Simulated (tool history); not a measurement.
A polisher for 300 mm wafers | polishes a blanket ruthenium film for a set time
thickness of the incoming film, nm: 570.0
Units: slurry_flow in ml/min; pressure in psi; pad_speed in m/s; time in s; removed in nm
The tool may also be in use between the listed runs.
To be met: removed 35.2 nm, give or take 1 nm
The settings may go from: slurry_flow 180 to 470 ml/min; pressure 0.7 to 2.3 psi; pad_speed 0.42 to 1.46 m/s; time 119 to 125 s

Run 1, day 0: slurry_flow 300 ml/min, pressure 1.5 psi, pad_speed 0.94 m/s, time 119 s. Result: removed 82.512 nm.
Run 2, day 0.329: slurry_flow 365 ml/min, pressure 1.5 psi, pad_speed 0.94 m/s, time 119 s. Result: removed 83.776 nm.
Run 3, day 0.679: slurry_flow 365 ml/min, pressure 1.5 psi, pad_speed 1.16 m/s, time 119 s. Result: removed 103.63 nm.
Run 4, day 0.992: slurry_flow 360 ml/min, pressure 1.2 psi, pad_speed 0.98 m/s, time 119 s. Result: removed 74.139 nm.
Run 5, day 1.317: slurry_flow 360 ml/min, pressure 1.2 psi, pad_speed 1.12 m/s, time 119 s. Result: removed 85.977 nm.
Run 6, day 1.521: slurry_flow 355 ml/min, pressure 1 psi, pad_speed 0.92 m/s, time 119 s. Result: removed 62.407 nm.
Run 7, day 1.617: slurry_flow 350 ml/min, pressure 0.9 psi, pad_speed 0.8 m/s, time 119 s. Result: removed 51.232 nm.
Run 8, day 1.892: slurry_flow 335 ml/min, pressure 0.7 psi, pad_speed 0.54 m/s, time 119 s. Result: removed 30.353 nm.
Run 9, day 1.917: slurry_flow 350 ml/min, pressure 0.8 psi, pad_speed 0.54 m/s, time 119 s. Result: removed 32.746 nm.
Run 10, day 2.025: slurry_flow 360 ml/min, pressure 0.8 psi, pad_speed 0.54 m/s, time 119 s. Result: removed 32.695 nm.

Of the 5 settings listed for the next run, only one would bring every result within its allowed miss of target. Which one?
Run A, day 2.133: slurry_flow 340 ml/min, pressure 0.8 psi, pad_speed 0.46 m/s, time 124 s. Result: removed ?.
Run B, day 2.133: slurry_flow 335 ml/min, pressure 0.8 psi, pad_speed 0.58 m/s, time 121 s. Result: removed ?.
Run C, day 2.133: slurry_flow 350 ml/min, pressure 0.9 psi, pad_speed 0.56 m/s, time 120 s. Result: removed ?.
Run D, day 2.133: slurry_flow 380 ml/min, pressure 0.8 psi, pad_speed 0.54 m/s, time 119 s. Result: removed ?.
Run E, day 2.133: slurry_flow 330 ml/min, pressure 1 psi, pad_speed 0.54 m/s, time 119 s. Result: removed ?.

move  removed
   A   29.062
   B   35.248
   C   36.366
   D   32.894
   E   36.824
A: lands further from the targets than the last run did
B: every result within its allowed miss
C: takes the result that was furthest off past its target
D: better than the last run, though not everything is in spec
E: takes the result that was furthest off past its target
The right move is B.
